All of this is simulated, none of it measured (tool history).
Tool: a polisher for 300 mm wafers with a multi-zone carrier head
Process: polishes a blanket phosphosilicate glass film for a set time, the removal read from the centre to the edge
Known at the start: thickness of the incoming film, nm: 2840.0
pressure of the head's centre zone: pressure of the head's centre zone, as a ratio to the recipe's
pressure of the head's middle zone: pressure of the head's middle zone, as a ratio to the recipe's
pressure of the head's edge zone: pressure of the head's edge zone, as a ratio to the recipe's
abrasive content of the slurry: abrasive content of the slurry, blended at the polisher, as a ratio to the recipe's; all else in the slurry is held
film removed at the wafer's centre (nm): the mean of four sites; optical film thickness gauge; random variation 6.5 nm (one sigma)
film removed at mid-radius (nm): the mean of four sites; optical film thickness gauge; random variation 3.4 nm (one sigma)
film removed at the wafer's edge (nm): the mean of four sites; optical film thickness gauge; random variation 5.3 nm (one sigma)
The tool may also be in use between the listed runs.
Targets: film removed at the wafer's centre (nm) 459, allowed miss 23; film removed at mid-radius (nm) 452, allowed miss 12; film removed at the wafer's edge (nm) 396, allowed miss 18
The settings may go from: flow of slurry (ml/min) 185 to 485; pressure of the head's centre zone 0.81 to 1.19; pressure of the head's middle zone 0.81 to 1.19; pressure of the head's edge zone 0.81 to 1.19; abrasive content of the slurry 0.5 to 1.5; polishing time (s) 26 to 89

run  hour  flow of slurry (ml/min)  pressure of the head's centre zone  pressure of the head's middle zone  pressure of the head's edge zone  abrasive content of the slurry  polishing time (s)  film removed at the wafer's centre (nm)  film removed at mid-radius (nm)  film removed at the wafer's edge (nm)
  1     0                      310                                   1                                   1                                 1                               1                  57                                   401.19                           398.45                                 403.67
  2   1.2                      245                                   1                                   1                                 1                               1                  57                                   406.87                           388.05                                 397.55
  3   5.8                      245                                1.07                                   1                                 1                               1                  57                                   420.84                           387.38                                 400.01
  4   8.9                      245                                1.04                                   1                                 1                               1                  57                                   418.78                           383.94                                 385.98
  5  14.9                      245                                1.04                                   1                                 1                            0.85                  57                                    385.5                           366.62                                 362.31
  6    20                      245                                1.07                                1.04                              0.99                             0.9                  57                                   421.71                           383.97                                 381.49
  7  25.1                      265                                1.05                                1.08                              0.96                             0.9                  57                                   401.59                           401.88                                  380.9
  8  30.6                      270                                1.08                                1.11                              0.94                             0.9                  57                                   411.35                           407.59                                 370.17
  9  36.6                      275                                 1.1                                1.13                              0.95                             0.9                  57                                   414.12                            419.2                                  374.4
 10  38.4                      275                                1.12                                1.14                              0.95                            0.95                  57                                   439.72                           430.17                                 382.02
 11  40.7                      280                                1.13                                1.15                              0.96                            0.95                  57                                   452.24                           439.08                                 382.97
 12  44.7                      285                                1.13                                1.15                              0.97                            0.95                  57                                   451.68                            431.5                                  390.9
 13  46.4                      285                                1.13                                1.16                              0.97                            0.95                  57                                   452.56                           439.66                                 380.24

5 next moves are on the table. One of them brings every result within its allowed miss. Which?
  A  48.1                      290                                1.13                                 1.1                              0.99                            0.85                  60                                        ?                                ?                                      ?
  B  48.1                      345                                1.17                                1.09                              0.81                             0.9                  57                                        ?                                ?                                      ?
  C  48.1                      310                                 1.1                                1.13                              0.91                            0.85                  63                                        ?                                ?                                      ?
  D  48.1                      305                                0.98                                1.14                              0.91                             0.9                  61                                        ?                                ?                                      ?
  E  48.1                      255                                1.19                                1.09                              1.01                            0.95                  63                                        ?                                ?                                      ?

move  film removed at the wafer's centre (nm)  film removed at mid-radius (nm)  film removed at the wafer's edge (nm)
   A                                   453.65                           420.17                                 391.68
   B                                   465.49                           412.38                                 360.56
   C                                   466.92                           454.42                                 400.94
   D                                   411.95                           454.15                                 397.52
   E                                   518.81                           453.13                                 430.42
A: further off than the last run
B: further off than the last run
C: meets every target
D: brings the result that was furthest off to its target, and leaves another outside
E: brings the result that was furthest off to its target, and leaves another outside
Answer: C
